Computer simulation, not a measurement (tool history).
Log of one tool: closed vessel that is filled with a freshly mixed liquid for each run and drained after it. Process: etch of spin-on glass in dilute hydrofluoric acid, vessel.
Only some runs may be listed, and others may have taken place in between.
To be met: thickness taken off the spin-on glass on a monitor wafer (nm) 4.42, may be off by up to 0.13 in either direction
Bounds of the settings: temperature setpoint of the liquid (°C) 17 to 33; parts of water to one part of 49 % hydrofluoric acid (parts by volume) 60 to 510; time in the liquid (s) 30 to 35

run,hour,temperature setpoint of the liquid (°C),parts of water to one part of 49 % hydrofluoric acid (parts by volume),time in the liquid (s),thickness taken off the spin-on glass on a monitor wafer (nm)
1,0,25,285,35,5.9135
2,8.6,24,285,35,5.7726
3,9.4,24,215,35,8.2061
4,15.6,24,315,35,5.025
5,23.9,23.5,315,35,5.0297
6,26,23,315,35,4.811
7,32.1,22.5,315,35,4.7981
8,37.2,22.5,315,35,4.8118
9,40.4,22,315,35,4.6229
10,41.2,21.5,315,35,4.6055

4 next moves are on the table. One of them brings every result within its allowed miss. Which?
A,42,18,270,35,?
B,42,28,310,30,?
C,42,24.5,310,30,?
D,42,24.5,295,30,?

move,thickness taken off the spin-on glass on a monitor wafer (nm)
A,4.9624
B,5.0316
C,4.4845
D,4.7877
A: moves away from the targets compared with the last run
B: moves away from the targets compared with the last run
C: every result lands within tolerance
D: moves away from the targets compared with the last run
So the answer is move C, the one that meets all the targets.

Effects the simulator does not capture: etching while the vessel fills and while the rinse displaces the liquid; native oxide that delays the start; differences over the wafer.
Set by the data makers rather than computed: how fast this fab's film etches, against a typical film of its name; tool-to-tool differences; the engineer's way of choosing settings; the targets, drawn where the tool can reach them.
